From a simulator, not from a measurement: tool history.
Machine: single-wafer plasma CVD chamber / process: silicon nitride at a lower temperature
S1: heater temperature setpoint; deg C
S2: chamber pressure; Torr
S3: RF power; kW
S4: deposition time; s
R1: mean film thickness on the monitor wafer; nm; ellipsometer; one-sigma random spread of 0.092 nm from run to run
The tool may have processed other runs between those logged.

{"run": 1, "hour": 0.0, "S1": 355, "S2": 1.31, "S3": 0.255, "S4": 14.6, "R1": 13.654}
{"run": 2, "hour": 3.8, "S1": 355, "S2": 1.47, "S3": 0.255, "S4": 14.6, "R1": 14.02}
{"run": 3, "hour": 6.4, "S1": 355, "S2": 1.53, "S3": 0.265, "S4": 14.6, "R1": 14.519}
{"run": 4, "hour": 9.0, "S1": 360, "S2": 1.53, "S3": 0.265, "S4": 14.6, "R1": 14.589}
{"run": 5, "hour": 11.1, "S1": 360, "S2": 1.58, "S3": 0.27, "S4": 14.6, "R1": 14.639}
{"run": 6, "hour": 14.4, "S1": 360, "S2": 1.58, "S3": 0.27, "S4": 14.6, "R1": 14.669}
{"run": 7, "hour": 18.0, "S1": 360, "S2": 1.63, "S3": 0.275, "S4": 14.6, "R1": 15.052}
{"run": 8, "hour": 23.1, "S1": 360, "S2": 1.67, "S3": 0.28, "S4": 14.6, "R1": 15.077}
{"run": 9, "hour": 25.4, "S1": 360, "S2": 1.68, "S3": 0.285, "S4": 14.6, "R1": 15.419}

What will run 10 give?
{"run": 10, "hour": 33.0, "S1": 360, "S2": 1.68, "S3": 0.285, "S4": 14.6, "R1": "?"}

R1: 15.387 nm
